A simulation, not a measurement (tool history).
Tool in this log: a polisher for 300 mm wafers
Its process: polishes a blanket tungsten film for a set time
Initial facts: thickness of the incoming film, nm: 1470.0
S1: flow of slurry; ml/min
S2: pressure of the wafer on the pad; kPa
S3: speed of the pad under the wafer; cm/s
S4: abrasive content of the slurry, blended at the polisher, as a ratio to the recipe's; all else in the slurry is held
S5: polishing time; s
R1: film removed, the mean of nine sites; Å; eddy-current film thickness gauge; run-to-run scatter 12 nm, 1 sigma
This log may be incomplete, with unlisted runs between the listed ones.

run,hour,S1,S2,S3,S4,S5,R1
1,0,300,27.6,116,1,92,5942.5
2,4.8,260,27.6,116,1,92,6056.4
3,12,260,27.6,98,1,92,5001.2
4,14.7,260,27.6,98,1.1,92,5181.5
5,18.8,260,27.6,98,1.2,92,5398.7
6,21.3,325,27.6,98,1.2,92,5306.8
7,22.9,325,30.3,98,1.2,92,5805.8
8,26.7,325,32.4,100,1.2,92,6336.2
9,34,325,40,104,1.2,92,8154.6
# hour 39.4: slurry blender recalibrated
10,39.4,325,40.7,104,1.2,92,8468.6

Forecast run 11:
11,41.8,325,40.7,104,1.2,92,?

R1: 8456.9 Å
